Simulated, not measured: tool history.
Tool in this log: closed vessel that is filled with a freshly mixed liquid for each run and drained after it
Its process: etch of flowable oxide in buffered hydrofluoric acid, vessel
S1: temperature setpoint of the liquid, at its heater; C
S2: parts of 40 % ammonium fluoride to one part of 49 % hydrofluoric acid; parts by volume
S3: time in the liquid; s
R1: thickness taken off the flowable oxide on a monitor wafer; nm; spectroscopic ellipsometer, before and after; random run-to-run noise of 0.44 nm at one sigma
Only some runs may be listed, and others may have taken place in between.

{"run": 1, "hour": 0.0, "S1": 21.0, "S2": 22.0, "S3": 100, "R1": 119.33}
{"run": 2, "hour": 3.1, "S1": 21.0, "S2": 26.5, "S3": 100, "R1": 103.7}
{"run": 3, "hour": 10.2, "S1": 22.5, "S2": 26.5, "S3": 100, "R1": 112.9}
{"run": 4, "hour": 17.9, "S1": 22.5, "S2": 24.0, "S3": 100, "R1": 121.54}
{"run": 5, "hour": 19.9, "S1": 19.5, "S2": 24.0, "S3": 100, "R1": 104.01}
{"run": 6, "hour": 27.6, "S1": 18.5, "S2": 26.0, "S3": 100, "R1": 92.092}
{"run": 7, "hour": 33.4, "S1": 18.0, "S2": 27.5, "S3": 100, "R1": 86.965}
{"run": 8, "hour": 35.0, "S1": 17.0, "S2": 30.0, "S3": 100, "R1": 76.915}
{"run": 9, "hour": 38.2, "S1": 17.0, "S2": 29.5, "S3": 100, "R1": 77.365}
{"run": 10, "hour": 47.1, "S1": 17.0, "S2": 30.0, "S3": 100, "R1": 76.762}
{"run": 11, "hour": 54.0, "S1": 17.0, "S2": 30.0, "S3": 100, "R1": 77.07}
{"run": 12, "hour": 63.0, "S1": 17.0, "S2": 29.5, "S3": 100, "R1": 77.728}
{"run": 13, "hour": 65.6, "S1": 17.0, "S2": 30.0, "S3": 100, "R1": 76.684}
{"run": 14, "hour": 66.6, "S1": 17.0, "S2": 29.5, "S3": 100, "R1": 77.714}
{"run": 15, "hour": 74.5, "S1": 17.0, "S2": 30.0, "S3": 100, "R1": 77.439}
{"run": 16, "hour": 77.1, "S1": 17.0, "S2": 30.0, "S3": 100, "R1": 76.361}
{"run": 17, "hour": 81.2, "S1": 17.0, "S2": 29.5, "S3": 100, "R1": 77.744}
{"run": 18, "hour": 82.1, "S1": 17.0, "S2": 30.0, "S3": 100, "R1": 77.02}

Forecast run 19:
{"hour": 87.4, "done": "thermometer replaced"}
{"run": 19, "hour": 87.4, "S1": 17.0, "S2": 30.0, "S3": 100, "R1": "?"}

Run 19 measured R1 68.235 nm.
